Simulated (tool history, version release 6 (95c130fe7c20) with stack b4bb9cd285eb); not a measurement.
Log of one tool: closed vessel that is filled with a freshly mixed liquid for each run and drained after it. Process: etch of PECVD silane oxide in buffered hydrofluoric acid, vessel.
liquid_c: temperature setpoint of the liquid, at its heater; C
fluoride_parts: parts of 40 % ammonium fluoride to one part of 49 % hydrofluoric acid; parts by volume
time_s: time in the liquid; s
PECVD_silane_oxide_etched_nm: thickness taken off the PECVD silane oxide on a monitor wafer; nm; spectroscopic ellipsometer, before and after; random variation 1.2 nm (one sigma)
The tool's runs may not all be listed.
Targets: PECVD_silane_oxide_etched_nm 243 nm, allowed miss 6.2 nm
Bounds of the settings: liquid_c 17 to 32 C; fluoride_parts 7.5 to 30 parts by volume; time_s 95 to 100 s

{"run": 1, "day": 0.0, "liquid_c": 24, "fluoride_parts": 20.5, "time_s": 95, "PECVD_silane_oxide_etched_nm": 153.18}
{"run": 2, "day": 0.308, "liquid_c": 24, "fluoride_parts": 20.5, "time_s": 95, "PECVD_silane_oxide_etched_nm": 151.78}
{"run": 3, "day": 0.483, "liquid_c": 24, "fluoride_parts": 20.5, "time_s": 100, "PECVD_silane_oxide_etched_nm": 161.96}
{"run": 4, "day": 0.6, "liquid_c": 24, "fluoride_parts": 20.5, "time_s": 95, "PECVD_silane_oxide_etched_nm": 152.49}
{"run": 5, "day": 0.858, "liquid_c": 24, "fluoride_parts": 25, "time_s": 95, "PECVD_silane_oxide_etched_nm": 133.49}
{"run": 6, "day": 1.012, "liquid_c": 24, "fluoride_parts": 21, "time_s": 95, "PECVD_silane_oxide_etched_nm": 149.15}
{"run": 7, "day": 1.062, "liquid_c": 26, "fluoride_parts": 20.5, "time_s": 95, "PECVD_silane_oxide_etched_nm": 169.4}
{"run": 8, "day": 1.296, "liquid_c": 27.5, "fluoride_parts": 20, "time_s": 95, "PECVD_silane_oxide_etched_nm": 188.3}
{"run": 9, "day": 1.629, "liquid_c": 28.5, "fluoride_parts": 20, "time_s": 95, "PECVD_silane_oxide_etched_nm": 200.48}
{"run": 10, "day": 1.783, "liquid_c": 29.5, "fluoride_parts": 20, "time_s": 95, "PECVD_silane_oxide_etched_nm": 209.54}
{"run": 11, "day": 1.842, "liquid_c": 32, "fluoride_parts": 19, "time_s": 95, "PECVD_silane_oxide_etched_nm": 252.35}

Which of these 5 next moves meets every target?
{"run": "A", "day": 1.9, "liquid_c": 32, "fluoride_parts": 19, "time_s": 100, "PECVD_silane_oxide_etched_nm": "?"}
{"run": "B", "day": 1.9, "liquid_c": 28, "fluoride_parts": 17, "time_s": 95, "PECVD_silane_oxide_etched_nm": "?"}
{"run": "C", "day": 1.9, "liquid_c": 30, "fluoride_parts": 17.5, "time_s": 95, "PECVD_silane_oxide_etched_nm": "?"}
{"run": "D", "day": 1.9, "liquid_c": 31.5, "fluoride_parts": 21, "time_s": 95, "PECVD_silane_oxide_etched_nm": "?"}
{"run": "E", "day": 1.9, "liquid_c": 31.5, "fluoride_parts": 20, "time_s": 95, "PECVD_silane_oxide_etched_nm": "?"}

move=A PECVD_silane_oxide_etched_nm=265.12
move=B PECVD_silane_oxide_etched_nm=227.54
move=C PECVD_silane_oxide_etched_nm=245.88
move=D PECVD_silane_oxide_etched_nm=225.69
move=E PECVD_silane_oxide_etched_nm=233.33
A: further off than the last run
B: takes the result that was furthest off past its target
C: meets every target
D: takes the result that was furthest off past its target
E: takes the result that was furthest off past its target
The right move is C.

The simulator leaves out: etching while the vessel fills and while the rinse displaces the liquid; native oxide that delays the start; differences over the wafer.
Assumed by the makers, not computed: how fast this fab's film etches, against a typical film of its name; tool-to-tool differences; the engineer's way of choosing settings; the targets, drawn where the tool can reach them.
